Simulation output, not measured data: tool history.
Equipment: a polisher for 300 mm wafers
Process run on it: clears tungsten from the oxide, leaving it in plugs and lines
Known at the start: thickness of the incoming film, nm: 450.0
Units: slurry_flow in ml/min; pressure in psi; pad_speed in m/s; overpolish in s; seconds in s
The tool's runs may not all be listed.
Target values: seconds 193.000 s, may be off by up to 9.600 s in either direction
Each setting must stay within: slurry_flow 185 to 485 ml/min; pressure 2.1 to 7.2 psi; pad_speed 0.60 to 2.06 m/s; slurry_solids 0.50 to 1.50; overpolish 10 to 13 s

run,hour,slurry_flow,pressure,pad_speed,slurry_solids,overpolish,seconds
1,0.0,310,4.6,1.32,1.00,13,71.350
2,6.6,310,4.6,1.18,1.00,13,82.645
3,13.1,310,4.3,1.14,1.00,13,87.872
4,18.1,310,4.0,1.08,1.00,13,100.980
5,26.8,310,3.8,1.04,1.00,13,110.750
6,32.1,310,3.8,1.24,1.00,13,93.004
7,39.5,310,3.6,1.18,1.00,13,102.490
8,42.7,310,3.4,1.14,1.00,13,115.560
9,44.9,310,3.2,1.12,1.00,13,122.550
10,50.0,310,3.1,1.10,1.00,13,125.700
11,57.0,310,3.0,1.08,1.00,13,133.950
12,64.6,310,2.9,1.06,1.00,13,141.450
13,71.0,310,2.8,1.04,1.00,13,144.210
14,77.6,305,2.1,0.80,0.95,13,257.440
15,82.5,305,2.2,0.80,0.95,13,238.040
16,83.3,305,2.3,0.80,0.95,13,229.210
17,89.2,305,2.4,0.80,0.95,13,223.670
18,93.8,305,2.5,0.80,0.95,13,214.380
19,98.7,305,3.0,0.82,0.95,13,177.300

Which of these 4 next moves meets every target?
A,103.6,300,3.4,0.90,0.80,13,?
B,103.6,380,3.1,0.80,1.15,10,?
C,103.6,345,2.8,0.76,1.10,13,?
D,103.6,355,2.9,0.90,1.05,10,?

move,seconds
A,145.840
B,160.620
C,189.220
D,157.120
A: misses by more than the last run did
B: misses by more than the last run did
C: every result lands within tolerance
D: misses by more than the last run did
So the answer is move C, the one that meets all the targets.
